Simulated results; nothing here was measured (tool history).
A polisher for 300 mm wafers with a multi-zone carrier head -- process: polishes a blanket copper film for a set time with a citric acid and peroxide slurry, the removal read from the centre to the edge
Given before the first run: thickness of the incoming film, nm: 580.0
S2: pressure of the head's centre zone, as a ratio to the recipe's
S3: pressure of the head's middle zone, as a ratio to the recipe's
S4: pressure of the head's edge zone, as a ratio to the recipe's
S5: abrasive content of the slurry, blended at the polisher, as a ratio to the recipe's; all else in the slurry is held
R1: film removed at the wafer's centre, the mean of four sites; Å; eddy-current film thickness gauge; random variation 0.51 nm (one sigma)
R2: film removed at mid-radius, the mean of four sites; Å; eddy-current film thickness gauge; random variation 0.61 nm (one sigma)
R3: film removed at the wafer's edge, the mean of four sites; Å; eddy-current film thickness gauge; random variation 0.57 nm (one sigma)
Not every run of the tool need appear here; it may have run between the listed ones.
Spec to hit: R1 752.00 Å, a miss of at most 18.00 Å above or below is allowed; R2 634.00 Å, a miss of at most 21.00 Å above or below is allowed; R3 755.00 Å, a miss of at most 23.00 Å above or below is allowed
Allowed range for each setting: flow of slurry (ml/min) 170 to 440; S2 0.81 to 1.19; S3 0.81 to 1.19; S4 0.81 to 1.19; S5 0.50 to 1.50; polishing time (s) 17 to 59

run 1 hour=0.0 | flow_of_slurry_(ml/min)=280 S2=1.00 S3=1.00 S4=1.00 S5=1.00 polishing_time_(s)=38 | R1=789.52 R2=765.05 R3=775.08
run 2 hour=1.1 | flow_of_slurry_(ml/min)=265 S2=1.00 S3=0.94 S4=1.00 S5=1.00 polishing_time_(s)=38 | R1=773.15 R2=708.65 R3=773.71
run 3 hour=6.1 | flow_of_slurry_(ml/min)=250 S2=1.00 S3=0.91 S4=0.99 S5=1.00 polishing_time_(s)=38 | R1=766.73 R2=700.67 R3=770.89
run 4 hour=9.2 | flow_of_slurry_(ml/min)=245 S2=1.01 S3=0.88 S4=0.99 S5=0.95 polishing_time_(s)=38 | R1=768.50 R2=675.46 R3=756.02
run 5 hour=15.3 | flow_of_slurry_(ml/min)=245 S2=1.01 S3=0.95 S4=0.99 S5=0.95 polishing_time_(s)=38 | R1=761.79 R2=710.86 R3=755.88
run 6 hour=19.2 | flow_of_slurry_(ml/min)=245 S2=1.01 S3=0.99 S4=0.99 S5=0.95 polishing_time_(s)=38 | R1=761.46 R2=748.81 R3=750.36
run 7 hour=23.7 | flow_of_slurry_(ml/min)=245 S2=1.01 S3=0.94 S4=0.99 S5=0.95 polishing_time_(s)=38 | R1=770.74 R2=702.82 R3=750.37
run 8 hour=29.9 | flow_of_slurry_(ml/min)=235 S2=1.01 S3=0.91 S4=1.00 S5=0.95 polishing_time_(s)=38 | R1=763.26 R2=689.19 R3=759.16
run 9 hour=33.7 | flow_of_slurry_(ml/min)=230 S2=1.01 S3=0.88 S4=1.00 S5=0.95 polishing_time_(s)=38 | R1=757.15 R2=659.16 R3=747.76
run 10 hour=40.7 | flow_of_slurry_(ml/min)=225 S2=1.01 S3=0.87 S4=1.01 S5=0.95 polishing_time_(s)=38 | R1=754.11 R2=666.48 R3=760.74
run 11 hour=41.8 | flow_of_slurry_(ml/min)=215 S2=1.02 S3=0.81 S4=0.99 S5=0.90 polishing_time_(s)=38 | R1=740.47 R2=606.84 R3=732.86

Which of these 5 next moves meets every target?
run A hour=42.9 | flow_of_slurry_(ml/min)=220 S2=1.06 S3=0.81 S4=1.06 S5=0.85 polishing_time_(s)=37 | R1=? R2=? R3=?
run B hour=42.9 | flow_of_slurry_(ml/min)=255 S2=1.08 S3=0.82 S4=0.96 S5=0.80 polishing_time_(s)=36 | R1=? R2=? R3=?
run C hour=42.9 | flow_of_slurry_(ml/min)=225 S2=1.01 S3=0.83 S4=1.00 S5=0.85 polishing_time_(s)=39 | R1=? R2=? R3=?
run D hour=42.9 | flow_of_slurry_(ml/min)=315 S2=1.04 S3=0.86 S4=1.03 S5=0.90 polishing_time_(s)=35 | R1=? R2=? R3=?
run E hour=42.9 | flow_of_slurry_(ml/min)=315 S2=0.90 S3=0.82 S4=0.88 S5=0.75 polishing_time_(s)=41 | R1=? R2=? R3=?

move=A R1=741.87 R2=581.38 R3=731.95
move=B R1=739.43 R2=573.13 R3=677.42
move=C R1=747.55 R2=627.33 R3=751.38
move=D R1=732.73 R2=611.85 R3=715.05
move=E R1=706.21 R2=656.91 R3=740.86
A: moves away from the targets compared with the last run
B: moves away from the targets compared with the last run
C: each result inside its tolerance
D: moves away from the targets compared with the last run
E: the result that was furthest off in the last run now lies on the other side of its target
Move C is the one to make.
